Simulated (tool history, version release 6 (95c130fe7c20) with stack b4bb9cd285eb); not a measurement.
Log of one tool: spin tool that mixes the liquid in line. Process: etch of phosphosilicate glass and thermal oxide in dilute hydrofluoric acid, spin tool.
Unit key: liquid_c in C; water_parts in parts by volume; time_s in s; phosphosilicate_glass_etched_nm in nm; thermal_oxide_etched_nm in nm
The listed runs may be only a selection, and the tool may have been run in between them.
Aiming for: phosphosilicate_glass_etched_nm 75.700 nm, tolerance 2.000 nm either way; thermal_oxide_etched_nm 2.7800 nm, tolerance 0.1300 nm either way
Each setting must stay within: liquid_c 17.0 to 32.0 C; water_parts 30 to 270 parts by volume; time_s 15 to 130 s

run,day,liquid_c,water_parts,time_s,phosphosilicate_glass_etched_nm,thermal_oxide_etched_nm
1,0.000,24.0,150,65,53.118,1.9650
2,0.204,24.0,100,65,86.192,3.1336
3,0.400,24.0,100,55,72.752,2.6719
4,0.750,24.0,100,35,46.120,1.6776
5,0.817,24.0,100,60,79.569,2.9511
6,1.133,24.0,120,60,64.868,2.3642
7,1.408,25.0,120,60,66.633,2.5017
8,1.496,25.0,115,60,70.978,2.5633

Exactly one of the 4 candidate moves below puts every result within its allowed miss. Which one?
A,1.583,28.5,120,55,?,?
B,1.583,28.0,120,60,?,?
C,1.583,27.5,135,65,?,?
D,1.583,31.0,160,70,?,?

move,phosphosilicate_glass_etched_nm,thermal_oxide_etched_nm
A,70.811,2.5961
B,75.814,2.7795
C,70.283,2.5767
D,70.208,2.5739
A: just as far off the targets as the last run
B: all results in spec
C: moves away from the targets compared with the last run
D: moves away from the targets compared with the last run
B meets every target.
